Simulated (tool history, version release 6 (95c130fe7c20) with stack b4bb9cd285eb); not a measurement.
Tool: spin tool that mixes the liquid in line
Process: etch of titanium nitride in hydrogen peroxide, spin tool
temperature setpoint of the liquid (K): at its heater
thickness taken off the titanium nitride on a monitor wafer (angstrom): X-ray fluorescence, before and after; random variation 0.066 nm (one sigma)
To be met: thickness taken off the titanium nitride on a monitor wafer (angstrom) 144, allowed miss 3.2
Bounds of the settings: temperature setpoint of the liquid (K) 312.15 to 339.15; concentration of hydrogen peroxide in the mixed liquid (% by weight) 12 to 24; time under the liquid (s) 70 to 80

run  hour  temperature setpoint of the liquid (K)  concentration of hydrogen peroxide in the mixed liquid (% by weight)  time under the liquid (s)  thickness taken off the titanium nitride on a monitor wafer (angstrom)
  1     0                                  328.15                                                                    16                         70                                                                  76.905
  2   5.3                                  328.15                                                                    16                         70                                                                  77.101
  3   8.4                                  331.15                                                                    16                         70                                                                  94.896
  4  16.8                                  333.15                                                                    16                         70                                                                  107.64
  5  19.1                                  334.65                                                                    16                         70                                                                  119.97
  6  24.3                                  335.65                                                                    16                         70                                                                  129.51
  7  29.4                                  336.15                                                                    16                         70                                                                  132.95
  8  38.4                                  336.65                                                                    16                         70                                                                   139.2

4 next moves are on the table. One of them brings every result within its allowed miss. Which?
  A  47.4                                  337.15                                                                  13.5                         70                                                                       ?
  B  47.4                                  334.65                                                                    16                         75                                                                       ?
  C  47.4                                  335.65                                                                    17                         70                                                                       ?
  D  47.4                                  336.65                                                                    20                         70                                                                       ?

move  thickness taken off the titanium nitride on a monitor wafer (angstrom)
   A                                                                  138.56
   B                                                                  130.18
   C                                                                  131.61
   D                                                                  145.66
A: further off than the last run
B: further off than the last run
C: further off than the last run
D: meets every target
Answer: D

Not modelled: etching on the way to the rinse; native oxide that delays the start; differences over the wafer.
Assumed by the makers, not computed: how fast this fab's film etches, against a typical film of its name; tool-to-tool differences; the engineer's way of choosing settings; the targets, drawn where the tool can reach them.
